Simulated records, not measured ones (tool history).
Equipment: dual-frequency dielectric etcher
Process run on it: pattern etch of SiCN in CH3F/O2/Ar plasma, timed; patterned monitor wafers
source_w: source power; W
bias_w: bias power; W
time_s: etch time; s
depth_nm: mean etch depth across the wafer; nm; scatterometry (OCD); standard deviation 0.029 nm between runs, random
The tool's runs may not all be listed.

| run | day | source_w | bias_w | time_s | depth_nm |
|---|---|---|---|---|---|
| 1 | 0 | 360 | 78 | 41.5 | 16.353 |
| 2 | 0.112 | 330 | 78 | 41.5 | 15.687 |
| 3 | 0.471 | 330 | 78 | 37.5 | 14.169 |
| 4 | 0.817 | 330 | 83 | 37.5 | 14.592 |
| 5 | 1.025 | 330 | 83 | 41.5 | 16.153 |
| 6 | 1.283 | 330 | 90 | 41.5 | 16.715 |
| 7 | 1.629 | 310 | 88 | 41.5 | 16.089 |
| 8 | 1.725 | 240 | 75 | 41 | 13.041 |
| 9 | 1.804 | 250 | 75 | 41 | 13.353 |

For run 10, what comes out?
|  | 1.829 | wet clean of the chamber |
| 10 | 1.829 | 260 | 75 | 41 | ? |

depth_nm: 13.959 nm
